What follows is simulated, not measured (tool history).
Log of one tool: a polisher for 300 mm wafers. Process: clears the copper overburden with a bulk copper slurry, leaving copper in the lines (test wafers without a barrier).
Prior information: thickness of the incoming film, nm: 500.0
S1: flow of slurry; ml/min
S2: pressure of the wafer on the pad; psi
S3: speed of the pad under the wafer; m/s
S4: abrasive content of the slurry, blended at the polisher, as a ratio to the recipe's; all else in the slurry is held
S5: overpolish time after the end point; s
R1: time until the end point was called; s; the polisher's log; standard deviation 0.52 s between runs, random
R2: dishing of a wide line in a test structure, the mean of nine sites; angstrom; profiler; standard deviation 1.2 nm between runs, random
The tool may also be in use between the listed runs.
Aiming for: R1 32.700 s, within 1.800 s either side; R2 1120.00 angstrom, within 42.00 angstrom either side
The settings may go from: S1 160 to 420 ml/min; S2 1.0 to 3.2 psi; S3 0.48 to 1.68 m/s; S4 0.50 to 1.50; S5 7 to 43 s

Run 1, day 0.000: S1 270 ml/min, S2 2.1 psi, S3 1.08 m/s, S4 1.00, S5 22 s. Result: R1 55.688 s, R2 827.35 angstrom.
Run 2, day 0.300: S1 270 ml/min, S2 2.1 psi, S3 1.08 m/s, S4 1.00, S5 18 s. Result: R1 55.561 s, R2 746.89 angstrom.
Run 3, day 0.588: S1 270 ml/min, S2 2.3 psi, S3 1.08 m/s, S4 1.00, S5 19 s. Result: R1 50.106 s, R2 816.89 angstrom.
Run 4, day 0.829: S1 210 ml/min, S2 2.3 psi, S3 1.08 m/s, S4 1.00, S5 19 s. Result: R1 51.298 s, R2 809.23 angstrom.
Run 5, day 1.208: S1 210 ml/min, S2 2.5 psi, S3 1.08 m/s, S4 1.00, S5 19 s. Result: R1 47.900 s, R2 850.77 angstrom.
Run 6, day 1.450: S1 210 ml/min, S2 2.6 psi, S3 1.10 m/s, S4 1.00, S5 19 s. Result: R1 44.426 s, R2 862.00 angstrom.
Run 7, day 1.475: S1 210 ml/min, S2 2.7 psi, S3 1.12 m/s, S4 1.00, S5 20 s. Result: R1 43.991 s, R2 941.33 angstrom.
Run 8, day 1.667: S1 210 ml/min, S2 2.8 psi, S3 1.16 m/s, S4 1.00, S5 20 s. Result: R1 40.458 s, R2 974.16 angstrom.
Run 9, day 1.979: S1 210 ml/min, S2 2.9 psi, S3 1.18 m/s, S4 1.00, S5 20 s. Result: R1 38.820 s, R2 986.27 angstrom.
Run 10, day 2.067: S1 210 ml/min, S2 3.0 psi, S3 1.20 m/s, S4 1.00, S5 20 s. Result: R1 36.023 s, R2 1009.60 angstrom.
Run 11, day 2.188: S1 210 ml/min, S2 3.1 psi, S3 1.22 m/s, S4 1.00, S5 21 s. Result: R1 34.419 s, R2 1051.50 angstrom.
Run 12, day 2.558: S1 210 ml/min, S2 3.1 psi, S3 1.24 m/s, S4 1.00, S5 22 s. Result: R1 34.425 s, R2 1048.70 angstrom.

Which of these 5 next moves meets every target?
Run A, day 2.929: S1 160 ml/min, S2 3.1 psi, S3 1.22 m/s, S4 1.00, S5 27 s. Result: R1 ?, R2 ?.
Run B, day 2.929: S1 210 ml/min, S2 3.0 psi, S3 1.20 m/s, S4 1.00, S5 23 s. Result: R1 ?, R2 ?.
Run C, day 2.929: S1 220 ml/min, S2 3.2 psi, S3 1.20 m/s, S4 1.20, S5 31 s. Result: R1 ?, R2 ?.
Run D, day 2.929: S1 215 ml/min, S2 3.2 psi, S3 1.06 m/s, S4 1.00, S5 28 s. Result: R1 ?, R2 ?.
Run E, day 2.929: S1 185 ml/min, S2 3.2 psi, S3 1.24 m/s, S4 1.05, S5 24 s. Result: R1 ?, R2 ?.

move      R1       R2
   A  35.558  1105.40
   B  35.918  1047.10
   C  31.819  1170.50
   D  37.926  1103.80
   E  32.739  1101.70
A: brings the result that was furthest off to its target, and leaves another outside
B: moves away from the targets compared with the last run
C: moves the result that the last run missed by most past its target, out the other side
D: brings the result that was furthest off to its target, and leaves another outside
E: all results land within tolerance of their targets
The move that meets every target is E.

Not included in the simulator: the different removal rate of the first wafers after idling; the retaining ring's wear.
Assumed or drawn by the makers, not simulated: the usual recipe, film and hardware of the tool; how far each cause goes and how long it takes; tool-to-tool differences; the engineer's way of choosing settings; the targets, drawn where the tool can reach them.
